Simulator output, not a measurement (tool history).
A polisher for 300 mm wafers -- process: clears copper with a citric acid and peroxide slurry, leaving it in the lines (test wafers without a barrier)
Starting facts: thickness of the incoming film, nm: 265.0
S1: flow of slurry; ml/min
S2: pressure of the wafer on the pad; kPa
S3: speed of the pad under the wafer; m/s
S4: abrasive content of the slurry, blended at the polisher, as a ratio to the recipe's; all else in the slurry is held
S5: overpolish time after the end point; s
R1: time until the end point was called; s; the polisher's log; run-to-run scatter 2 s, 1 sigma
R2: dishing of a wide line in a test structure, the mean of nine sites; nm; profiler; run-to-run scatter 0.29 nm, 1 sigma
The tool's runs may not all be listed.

{"run": 1, "hour": 0.0, "S1": 240, "S2": 23.4, "S3": 1.1, "S4": 1, "S5": 10, "R1": 83.764, "R2": 22.501}
{"run": 2, "hour": 4.7, "S1": 240, "S2": 23.4, "S3": 1.1, "S4": 0.9, "S5": 10, "R1": 88.442, "R2": 21.915}
{"run": 3, "hour": 8.4, "S1": 240, "S2": 29, "S3": 1.1, "S4": 0.9, "S5": 10, "R1": 73.086, "R2": 26.249}
{"run": 4, "hour": 9.1, "S1": 235, "S2": 24.8, "S3": 1.08, "S4": 0.85, "S5": 11, "R1": 85.873, "R2": 24.308}
{"run": 5, "hour": 10.9, "S1": 235, "S2": 28.3, "S3": 1.08, "S4": 0.85, "S5": 11, "R1": 76.169, "R2": 27.136}
{"run": 6, "hour": 13.9, "S1": 235, "S2": 24.1, "S3": 1.06, "S4": 0.85, "S5": 12, "R1": 92.463, "R2": 25.087}
{"run": 7, "hour": 16.8, "S1": 235, "S2": 22.1, "S3": 1.06, "S4": 0.85, "S5": 12, "R1": 99.488, "R2": 23.157}
{"run": 8, "hour": 21.8, "S1": 235, "S2": 22.1, "S3": 1.06, "S4": 0.85, "S5": 12, "R1": 97.691, "R2": 22.545}
{"run": 9, "hour": 23.1, "S1": 235, "S2": 20.7, "S3": 1.06, "S4": 0.85, "S5": 13, "R1": 104.38, "R2": 23.303}

Forecast run 10:
{"run": 10, "hour": 29.2, "S1": 235, "S2": 20, "S3": 1.06, "S4": 0.85, "S5": 13, "R1": "?", "R2": "?"}

{"run 10": {"R1": 109.78, "R2": 23.061}}

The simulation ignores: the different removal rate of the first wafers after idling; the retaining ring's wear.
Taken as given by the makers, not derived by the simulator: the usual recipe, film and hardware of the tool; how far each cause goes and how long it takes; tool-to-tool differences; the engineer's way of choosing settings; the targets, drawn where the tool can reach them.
